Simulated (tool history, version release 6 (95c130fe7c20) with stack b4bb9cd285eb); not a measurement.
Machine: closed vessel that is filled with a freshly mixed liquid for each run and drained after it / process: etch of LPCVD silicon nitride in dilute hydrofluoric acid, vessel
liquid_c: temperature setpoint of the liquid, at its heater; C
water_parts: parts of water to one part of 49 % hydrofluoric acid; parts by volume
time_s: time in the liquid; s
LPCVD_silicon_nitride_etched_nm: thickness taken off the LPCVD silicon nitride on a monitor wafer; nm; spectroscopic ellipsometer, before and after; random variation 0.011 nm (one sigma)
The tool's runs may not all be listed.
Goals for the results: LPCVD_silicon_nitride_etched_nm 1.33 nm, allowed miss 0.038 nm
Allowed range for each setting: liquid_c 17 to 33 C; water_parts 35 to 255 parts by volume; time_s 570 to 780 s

| run | hour | liquid_c | water_parts | time_s | LPCVD_silicon_nitride_etched_nm |
|---|---|---|---|---|---|
| 1 | 0 | 25 | 145 | 780 | 2.544 |
| 2 | 4.6 | 22.5 | 155 | 780 | 2.029 |
| 3 | 13.7 | 22.5 | 170 | 780 | 1.8551 |
| 4 | 15.8 | 22.5 | 135 | 780 | 2.3619 |
| 5 | 18.6 | 22.5 | 165 | 780 | 1.8929 |
| 6 | 22.2 | 25 | 165 | 780 | 2.2623 |
| 7 | 23.8 | 22.5 | 165 | 780 | 1.9116 |
| 8 | 32.8 | 18.5 | 165 | 780 | 1.4713 |

Pick the move, out of 4, that brings all results within their allowed miss; only one does.
| A | 41.8 | 17 | 150 | 705 | ? |
| B | 41.8 | 19 | 175 | 780 | ? |
| C | 41.8 | 19.5 | 135 | 570 | ? |
| D | 41.8 | 19 | 155 | 695 | ? |

| move | LPCVD_silicon_nitride_etched_nm |
|---|---|
| A | 1.318 |
| B | 1.4386 |
| C | 1.3988 |
| D | 1.4419 |
A: in spec on every target
B: closer than the last run, but not yet in spec
C: closer than the last run, but not yet in spec
D: closer than the last run, but not yet in spec
Answer: A

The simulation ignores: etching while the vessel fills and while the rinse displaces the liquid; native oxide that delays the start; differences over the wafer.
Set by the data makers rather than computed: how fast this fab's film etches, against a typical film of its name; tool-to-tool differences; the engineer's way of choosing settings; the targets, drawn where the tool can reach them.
